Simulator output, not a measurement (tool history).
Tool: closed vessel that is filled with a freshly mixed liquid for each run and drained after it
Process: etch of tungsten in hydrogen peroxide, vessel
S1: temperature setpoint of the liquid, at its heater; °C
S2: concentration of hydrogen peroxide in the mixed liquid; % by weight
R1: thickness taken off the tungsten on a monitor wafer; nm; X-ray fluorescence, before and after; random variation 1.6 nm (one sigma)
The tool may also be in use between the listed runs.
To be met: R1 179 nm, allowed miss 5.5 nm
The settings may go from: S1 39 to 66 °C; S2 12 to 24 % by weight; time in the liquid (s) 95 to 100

Run 1, hour 0: S1 55 °C, S2 16 % by weight, time in the liquid (s) 95. Result: R1 343.36 nm.
Run 2, hour 7.4: S1 52 °C, S2 16 % by weight, time in the liquid (s) 95. Result: R1 287.23 nm.
Run 3, hour 13.2: S1 52 °C, S2 19 % by weight, time in the liquid (s) 95. Result: R1 312.67 nm.
Run 4, hour 21.4: S1 49.5 °C, S2 19 % by weight, time in the liquid (s) 95. Result: R1 270.33 nm.
Run 5, hour 25.5: S1 49.5 °C, S2 22 % by weight, time in the liquid (s) 95. Result: R1 287.29 nm.
Run 6, hour 30.7: S1 49.5 °C, S2 22 % by weight, time in the liquid (s) 95. Result: R1 293.3 nm.
Run 7, hour 35.5: S1 47.5 °C, S2 22 % by weight, time in the liquid (s) 95. Result: R1 256.24 nm.
Run 8, hour 43.4: S1 46 °C, S2 22 % by weight, time in the liquid (s) 95. Result: R1 230.9 nm.
Run 9, hour 48.7: S1 45 °C, S2 22 % by weight, time in the liquid (s) 95. Result: R1 218.5 nm.
Run 10, hour 49.9: S1 44 °C, S2 22 % by weight, time in the liquid (s) 95. Result: R1 205.55 nm.
Run 11, hour 57.7: S1 43.5 °C, S2 22 % by weight, time in the liquid (s) 95. Result: R1 198.4 nm.
Run 12, hour 65.5: S1 43 °C, S2 22 % by weight, time in the liquid (s) 95. Result: R1 189.37 nm.
Run 13, hour 74.7: S1 43 °C, S2 22 % by weight, time in the liquid (s) 95. Result: R1 188.71 nm.
Run 14, hour 79.6: S1 42.5 °C, S2 22 % by weight, time in the liquid (s) 95. Result: R1 186.62 nm.

Which of these 4 next moves meets every target?
Run A, hour 84.5: S1 41.5 °C, S2 21 % by weight, time in the liquid (s) 100. Result: R1 ?.
Run B, hour 84.5: S1 43 °C, S2 22.5 % by weight, time in the liquid (s) 95. Result: R1 ?.
Run C, hour 84.5: S1 43.5 °C, S2 20.5 % by weight, time in the liquid (s) 95. Result: R1 ?.
Run D, hour 84.5: S1 41.5 °C, S2 24 % by weight, time in the liquid (s) 100. Result: R1 ?.

move      R1
   A   181.6
   B  196.62
   C  193.76
   D  194.14
A: meets every target
B: further off than the last run
C: further off than the last run
D: further off than the last run
Move A is the one to make.

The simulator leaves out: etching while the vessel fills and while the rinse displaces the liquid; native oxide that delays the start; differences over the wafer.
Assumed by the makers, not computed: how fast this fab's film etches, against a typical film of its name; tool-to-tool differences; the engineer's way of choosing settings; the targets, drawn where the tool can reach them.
